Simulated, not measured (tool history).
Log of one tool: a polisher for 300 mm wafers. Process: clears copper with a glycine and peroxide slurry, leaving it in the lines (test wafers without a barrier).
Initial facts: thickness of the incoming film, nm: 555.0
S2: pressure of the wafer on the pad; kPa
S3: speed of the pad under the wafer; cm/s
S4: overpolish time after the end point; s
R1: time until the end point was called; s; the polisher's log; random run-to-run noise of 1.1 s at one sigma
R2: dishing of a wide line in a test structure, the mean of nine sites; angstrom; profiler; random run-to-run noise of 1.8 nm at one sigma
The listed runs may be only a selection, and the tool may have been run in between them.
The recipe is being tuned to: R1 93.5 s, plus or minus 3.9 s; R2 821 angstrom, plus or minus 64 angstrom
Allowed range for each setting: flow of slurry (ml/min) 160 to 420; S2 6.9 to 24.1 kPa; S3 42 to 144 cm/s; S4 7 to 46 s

Run 1, hour 0: flow of slurry (ml/min) 270, S2 15.2 kPa, S3 92 cm/s, S4 24 s. Result: R1 134.84 s, R2 575.5 angstrom.
Run 2, hour 3.8: flow of slurry (ml/min) 270, S2 15.2 kPa, S3 70 cm/s, S4 24 s. Result: R1 166.89 s, R2 499.46 angstrom.
Run 3, hour 10.7: flow of slurry (ml/min) 270, S2 16.5 kPa, S3 70 cm/s, S4 24 s. Result: R1 154.69 s, R2 509.55 angstrom.
Run 4, hour 12.4: flow of slurry (ml/min) 235, S2 16.5 kPa, S3 70 cm/s, S4 24 s. Result: R1 159 s, R2 507.32 angstrom.
Run 5, hour 13.6: flow of slurry (ml/min) 240, S2 17.2 kPa, S3 72 cm/s, S4 25 s. Result: R1 152.24 s, R2 559.65 angstrom.
Run 6, hour 16.6: flow of slurry (ml/min) 240, S2 17.2 kPa, S3 60 cm/s, S4 25 s. Result: R1 169.26 s, R2 504.56 angstrom.
Run 7, hour 19.3: flow of slurry (ml/min) 245, S2 17.9 kPa, S3 62 cm/s, S4 25 s. Result: R1 166.66 s, R2 498.75 angstrom.
Run 8, hour 22.5: flow of slurry (ml/min) 245, S2 18.6 kPa, S3 66 cm/s, S4 25 s. Result: R1 153.3 s, R2 536.55 angstrom.
Run 9, hour 24.2: flow of slurry (ml/min) 245, S2 19.3 kPa, S3 70 cm/s, S4 25 s. Result: R1 146.3 s, R2 567.77 angstrom.

4 candidate next runs follow, results not yet known. Just one meets every target within its allowed miss. Identify it.
Run A, hour 25.9: flow of slurry (ml/min) 325, S2 17.9 kPa, S3 80 cm/s, S4 16 s. Result: R1 ?, R2 ?.
Run B, hour 25.9: flow of slurry (ml/min) 285, S2 22.8 kPa, S3 102 cm/s, S4 27 s. Result: R1 ?, R2 ?.
Run C, hour 25.9: flow of slurry (ml/min) 245, S2 24.1 kPa, S3 78 cm/s, S4 33 s. Result: R1 ?, R2 ?.
Run D, hour 25.9: flow of slurry (ml/min) 230, S2 21.4 kPa, S3 88 cm/s, S4 27 s. Result: R1 ?, R2 ?.

move      R1      R2
   A  129.45  435.24
   B  91.301  827.26
   C  110.88  845.52
   D  110.22  734.15
A: moves toward the targets from the last run without getting all of them in spec
B: all results in spec
C: moves toward the targets from the last run without getting all of them in spec
D: moves toward the targets from the last run without getting all of them in spec
Correct choice: B, which meets every target

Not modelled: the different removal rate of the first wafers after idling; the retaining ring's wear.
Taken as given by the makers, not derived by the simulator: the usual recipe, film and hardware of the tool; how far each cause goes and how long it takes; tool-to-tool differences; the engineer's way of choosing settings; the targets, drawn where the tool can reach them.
